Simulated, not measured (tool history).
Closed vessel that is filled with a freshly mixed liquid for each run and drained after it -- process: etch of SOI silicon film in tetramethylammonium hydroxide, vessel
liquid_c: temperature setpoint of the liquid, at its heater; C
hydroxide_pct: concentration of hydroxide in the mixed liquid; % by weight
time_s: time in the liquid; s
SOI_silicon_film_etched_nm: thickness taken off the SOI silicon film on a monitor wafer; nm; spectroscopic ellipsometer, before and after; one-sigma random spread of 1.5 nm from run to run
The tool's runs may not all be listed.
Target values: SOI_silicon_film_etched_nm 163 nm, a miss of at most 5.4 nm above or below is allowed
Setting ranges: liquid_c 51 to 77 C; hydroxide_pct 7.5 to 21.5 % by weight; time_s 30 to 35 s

Run 1, hour 0: liquid_c 64 C, hydroxide_pct 14.5 % by weight, time_s 35 s. Result: SOI_silicon_film_etched_nm 134.96 nm.
Run 2, hour 2.7: liquid_c 62 C, hydroxide_pct 14.5 % by weight, time_s 35 s. Result: SOI_silicon_film_etched_nm 115.67 nm.
Run 3, hour 8.4: liquid_c 57 C, hydroxide_pct 14.5 % by weight, time_s 35 s. Result: SOI_silicon_film_etched_nm 84.881 nm.
Run 4, hour 10.9: liquid_c 54 C, hydroxide_pct 14.5 % by weight, time_s 35 s. Result: SOI_silicon_film_etched_nm 69.545 nm.
Run 5, hour 16.6: liquid_c 54 C, hydroxide_pct 13.5 % by weight, time_s 35 s. Result: SOI_silicon_film_etched_nm 72.846 nm.
Run 6, hour 22.8: liquid_c 54 C, hydroxide_pct 16 % by weight, time_s 35 s. Result: SOI_silicon_film_etched_nm 67.756 nm.
Run 7, hour 30.3: liquid_c 58.5 C, hydroxide_pct 16 % by weight, time_s 35 s. Result: SOI_silicon_film_etched_nm 89.898 nm.
Run 8, hour 32.5: liquid_c 61.5 C, hydroxide_pct 16 % by weight, time_s 35 s. Result: SOI_silicon_film_etched_nm 109.28 nm.
Run 9, hour 35.4: liquid_c 61.5 C, hydroxide_pct 16 % by weight, time_s 35 s. Result: SOI_silicon_film_etched_nm 108.2 nm.
Run 10, hour 43.6: liquid_c 63.5 C, hydroxide_pct 16 % by weight, time_s 35 s. Result: SOI_silicon_film_etched_nm 125.54 nm.
Run 11, hour 51.9: liquid_c 64.5 C, hydroxide_pct 16 % by weight, time_s 35 s. Result: SOI_silicon_film_etched_nm 130.39 nm.
Run 12, hour 61.1: liquid_c 69 C, hydroxide_pct 16 % by weight, time_s 35 s. Result: SOI_silicon_film_etched_nm 171.13 nm.

Consider the 5 candidate settings below. Which is the only one whose results all fall within their allowed miss of target?
Run A, hour 70.3: liquid_c 70 C, hydroxide_pct 17 % by weight, time_s 35 s. Result: SOI_silicon_film_etched_nm ?.
Run B, hour 70.3: liquid_c 69 C, hydroxide_pct 15.5 % by weight, time_s 35 s. Result: SOI_silicon_film_etched_nm ?.
Run C, hour 70.3: liquid_c 68 C, hydroxide_pct 16 % by weight, time_s 35 s. Result: SOI_silicon_film_etched_nm ?.
Run D, hour 70.3: liquid_c 71 C, hydroxide_pct 13.5 % by weight, time_s 30 s. Result: SOI_silicon_film_etched_nm ?.
Run E, hour 70.3: liquid_c 68 C, hydroxide_pct 9 % by weight, time_s 30 s. Result: SOI_silicon_film_etched_nm ?.

move  SOI_silicon_film_etched_nm
   A                      176.03
   B                      171.44
   C                      159.87
   D                      176.45
   E                      173.35
A: further off than the last run
B: as far off as the last run
C: all results land within tolerance of their targets
D: further off than the last run
E: further off than the last run
C is the move that brings every result within its allowed miss.

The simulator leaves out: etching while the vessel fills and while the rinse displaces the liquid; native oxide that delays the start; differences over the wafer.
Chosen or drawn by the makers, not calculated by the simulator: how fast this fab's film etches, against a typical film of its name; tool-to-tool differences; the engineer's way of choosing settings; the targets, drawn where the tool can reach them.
